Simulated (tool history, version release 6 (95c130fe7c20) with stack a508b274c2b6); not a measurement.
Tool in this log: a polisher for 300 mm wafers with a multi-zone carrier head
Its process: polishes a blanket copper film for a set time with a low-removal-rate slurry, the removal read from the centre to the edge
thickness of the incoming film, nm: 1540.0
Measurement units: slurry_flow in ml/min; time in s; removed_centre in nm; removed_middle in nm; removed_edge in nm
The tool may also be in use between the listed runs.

run 1 hour=0.0 | slurry_flow=165 centre_zone=1.00 middle_zone=1.00 edge_zone=1.00 slurry_solids=1.00 time=32 | removed_centre=137.87 removed_middle=137.63 removed_edge=139.41
run 2 hour=5.5 | slurry_flow=180 centre_zone=1.04 middle_zone=1.03 edge_zone=1.03 slurry_solids=1.10 time=32 | removed_centre=150.77 removed_middle=147.61 removed_edge=147.03
run 3 hour=10.1 | slurry_flow=195 centre_zone=1.07 middle_zone=1.05 edge_zone=1.06 slurry_solids=1.20 time=32 | removed_centre=163.27 removed_middle=156.18 removed_edge=153.28
run 4 hour=16.4 | slurry_flow=205 centre_zone=1.09 middle_zone=1.07 edge_zone=1.08 slurry_solids=1.25 time=32 | removed_centre=169.72 removed_middle=160.42 removed_edge=157.48
run 5 hour=21.6 | slurry_flow=215 centre_zone=1.11 middle_zone=1.09 edge_zone=1.10 slurry_solids=1.30 time=32 | removed_centre=173.60 removed_middle=165.12 removed_edge=162.35
run 6 hour=28.9 | slurry_flow=220 centre_zone=1.13 middle_zone=1.10 edge_zone=1.10 slurry_solids=1.35 time=32 | removed_centre=177.18 removed_middle=170.69 removed_edge=164.34
-- hour=34.8 edge zone pressure recalibrated
run 7 hour=34.8 | slurry_flow=225 centre_zone=1.14 middle_zone=1.10 edge_zone=1.09 slurry_solids=1.40 time=32 | removed_centre=185.46 removed_middle=169.88 removed_edge=160.62

Estimate the outcome of run 8 from the log above:
run 8 hour=43.6 | slurry_flow=225 centre_zone=1.14 middle_zone=1.10 edge_zone=1.09 slurry_solids=1.40 time=32 | removed_centre=? removed_middle=? removed_edge=?

removed_centre: 185.43 nm
removed_middle: 171.06 nm
removed_edge: 160.85 nm
